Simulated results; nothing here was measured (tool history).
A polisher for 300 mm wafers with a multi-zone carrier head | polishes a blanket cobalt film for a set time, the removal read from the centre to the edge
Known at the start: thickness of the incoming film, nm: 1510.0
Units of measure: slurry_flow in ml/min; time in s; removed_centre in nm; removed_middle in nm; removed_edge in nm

run,hour,slurry_flow,centre_zone,middle_zone,edge_zone,time,removed_centre,removed_middle,removed_edge
1,0,260,1,1,1,41,133.97,129.31,135.55
2,7.2,260,1,0.94,1,41,133.94,125.56,135.29
3,13.1,205,1,0.94,1,41,129.06,120.13,131.59
4,20.9,205,1,0.94,0.92,41,128.32,121.31,125.93
5,26.7,215,1,0.94,0.95,42,132.15,125.03,131.62
6,30.4,215,1.05,0.94,0.95,42,139.19,125.16,133.24
# hour 31.1: worn pad replaced by a new one
7,31.1,220,1.05,0.94,0.98,43,156.86,137.62,153.88

Predict the results of run 8:
8,34.4,220,1.05,0.96,1,43,?,?,?

{"run 8": {"removed_centre": 159.89, "removed_middle": 140.62, "removed_edge": 153.43}}

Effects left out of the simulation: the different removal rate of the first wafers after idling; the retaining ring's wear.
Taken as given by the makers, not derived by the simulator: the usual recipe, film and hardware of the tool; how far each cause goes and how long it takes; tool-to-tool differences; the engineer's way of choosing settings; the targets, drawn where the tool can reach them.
